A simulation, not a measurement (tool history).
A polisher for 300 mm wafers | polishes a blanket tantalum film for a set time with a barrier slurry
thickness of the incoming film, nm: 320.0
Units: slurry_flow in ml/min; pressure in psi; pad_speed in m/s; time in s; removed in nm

run,hour,slurry_flow,pressure,pad_speed,slurry_solids,time,removed
1,0.0,180,1.8,0.82,1.0,95,134.40
2,3.7,180,1.8,0.82,1.0,95,133.30
3,7.8,180,1.8,0.74,1.0,95,125.87
4,11.4,180,1.9,0.74,1.0,95,128.21
5,14.8,145,1.9,0.74,1.0,95,124.09
6,19.3,145,1.9,0.74,1.2,95,132.20
7,21.7,150,2.0,0.74,1.2,95,135.67
8,25.6,150,2.1,0.74,1.2,95,146.58
9,29.2,155,2.1,0.74,1.2,95,143.80
10,36.4,155,2.2,0.74,1.2,95,153.57

Run 11 comes next. What will it give?
11,40.0,170,2.4,0.74,1.2,95,?

{"run 11": {"removed": 167.61}}

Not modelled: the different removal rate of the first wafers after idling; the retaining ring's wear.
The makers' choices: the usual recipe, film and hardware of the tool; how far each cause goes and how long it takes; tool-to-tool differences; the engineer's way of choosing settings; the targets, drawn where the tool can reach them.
